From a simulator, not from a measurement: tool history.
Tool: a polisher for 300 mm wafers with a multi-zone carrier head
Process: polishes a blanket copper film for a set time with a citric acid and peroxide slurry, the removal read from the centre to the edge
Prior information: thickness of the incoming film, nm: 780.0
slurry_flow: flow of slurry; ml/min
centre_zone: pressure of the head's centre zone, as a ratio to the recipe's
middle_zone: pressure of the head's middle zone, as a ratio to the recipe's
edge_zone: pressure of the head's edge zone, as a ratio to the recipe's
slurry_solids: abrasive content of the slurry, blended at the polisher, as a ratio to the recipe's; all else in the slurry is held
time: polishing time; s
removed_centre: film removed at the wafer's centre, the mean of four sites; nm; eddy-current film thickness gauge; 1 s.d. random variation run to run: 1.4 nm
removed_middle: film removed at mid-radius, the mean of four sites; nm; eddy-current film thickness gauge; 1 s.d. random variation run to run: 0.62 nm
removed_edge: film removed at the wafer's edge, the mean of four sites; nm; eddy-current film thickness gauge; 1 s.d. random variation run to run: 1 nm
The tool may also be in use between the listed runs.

run,day,slurry_flow,centre_zone,middle_zone,edge_zone,slurry_solids,time,removed_centre,removed_middle,removed_edge
1,0,225,1,1,1,1,36,115.44,114.87,114.06
2,0.25,225,1,1,1,1.2,36,122,119.57,118.99
3,0.625,225,1,1,1,1.2,31,104.04,104,103.06
4,0.75,225,1,0.95,1,1.2,31,107.28,100.02,102.29
5,0.771,225,1,1.02,1,1.2,31,104.81,106.24,102.71
6,0.929,225,1,0.96,1,1.2,31,108.51,100.89,103.38

For run 7, what comes out?
7,1.254,215,0.99,0.95,0.97,1.15,31,?,?,?

removed_centre: 102.41 nm
removed_middle: 98.266 nm
removed_edge: 100.68 nm
